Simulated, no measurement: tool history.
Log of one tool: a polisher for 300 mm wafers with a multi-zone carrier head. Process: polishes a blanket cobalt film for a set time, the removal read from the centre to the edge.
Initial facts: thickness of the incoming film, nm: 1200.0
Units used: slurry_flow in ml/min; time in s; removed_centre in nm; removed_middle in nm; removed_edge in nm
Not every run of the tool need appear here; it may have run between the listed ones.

{"run": 1, "hour": 0.0, "slurry_flow": 275, "centre_zone": 1, "middle_zone": 1, "edge_zone": 1, "time": 90, "removed_centre": 284.04, "removed_middle": 274.31, "removed_edge": 269.65}
{"run": 2, "hour": 5.1, "slurry_flow": 270, "centre_zone": 1.01, "middle_zone": 0.97, "edge_zone": 0.99, "time": 89, "removed_centre": 283.72, "removed_middle": 261.21, "removed_edge": 268.36}
{"run": 3, "hour": 7.1, "slurry_flow": 330, "centre_zone": 1.01, "middle_zone": 0.97, "edge_zone": 0.99, "time": 89, "removed_centre": 287.68, "removed_middle": 268.73, "removed_edge": 270.6}
{"run": 4, "hour": 10.1, "slurry_flow": 330, "centre_zone": 1.01, "middle_zone": 0.97, "edge_zone": 0.99, "time": 110, "removed_centre": 358.89, "removed_middle": 333.71, "removed_edge": 334.47}
{"hour": 11.7, "done": "slurry nozzle cleaned"}
{"run": 5, "hour": 11.7, "slurry_flow": 330, "centre_zone": 1.01, "middle_zone": 0.97, "edge_zone": 1.05, "time": 110, "removed_centre": 362.5, "removed_middle": 334.72, "removed_edge": 344.63}
{"run": 6, "hour": 14.9, "slurry_flow": 330, "centre_zone": 1.04, "middle_zone": 0.97, "edge_zone": 1.05, "time": 110, "removed_centre": 366.13, "removed_middle": 326.44, "removed_edge": 347.55}
{"run": 7, "hour": 21.8, "slurry_flow": 325, "centre_zone": 1.04, "middle_zone": 0.95, "edge_zone": 1.03, "time": 106, "removed_centre": 350.51, "removed_middle": 320.62, "removed_edge": 334.05}

Run 8 comes next. What will it give?
{"run": 8, "hour": 26.7, "slurry_flow": 335, "centre_zone": 1.06, "middle_zone": 0.93, "edge_zone": 1.01, "time": 101, "removed_centre": "?", "removed_middle": "?", "removed_edge": "?"}

Run 8 came out at removed_centre 352.03 nm, removed_middle 293.56 nm, removed_edge 310.67 nm.

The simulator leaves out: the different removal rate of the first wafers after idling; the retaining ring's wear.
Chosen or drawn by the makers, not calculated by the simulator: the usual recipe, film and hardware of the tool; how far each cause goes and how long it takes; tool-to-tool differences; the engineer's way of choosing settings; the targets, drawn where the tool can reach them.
